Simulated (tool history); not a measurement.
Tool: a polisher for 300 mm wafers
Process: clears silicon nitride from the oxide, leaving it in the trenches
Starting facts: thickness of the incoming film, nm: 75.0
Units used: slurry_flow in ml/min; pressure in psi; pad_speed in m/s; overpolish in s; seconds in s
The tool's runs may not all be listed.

| run | hour | slurry_flow | pressure | pad_speed | overpolish | seconds |
|---|---|---|---|---|---|---|
| 1 | 0 | 170 | 3.4 | 0.86 | 37 | 81.932 |
| 2 | 6.7 | 190 | 3.4 | 0.86 | 37 | 79.987 |
| 3 | 7.5 | 190 | 3.5 | 0.86 | 37 | 78.513 |
| 4 | 12.8 | 190 | 3.5 | 0.86 | 37 | 77.842 |
| 5 | 17.1 | 190 | 3.5 | 0.66 | 37 | 98.239 |
| 6 | 21.9 | 190 | 3.7 | 0.66 | 37 | 94.567 |
| 7 | 25.7 | 190 | 3.9 | 0.66 | 37 | 91.659 |
| 8 | 26.5 | 190 | 3.9 | 0.66 | 37 | 88.016 |
| 9 | 27.1 | 190 | 4 | 0.66 | 37 | 88.212 |

Run 10 is up next; what results do you expect?
| 10 | 29.7 | 190 | 4.2 | 0.66 | 37 | ? |

{"run 10": {"seconds": 83.926}}
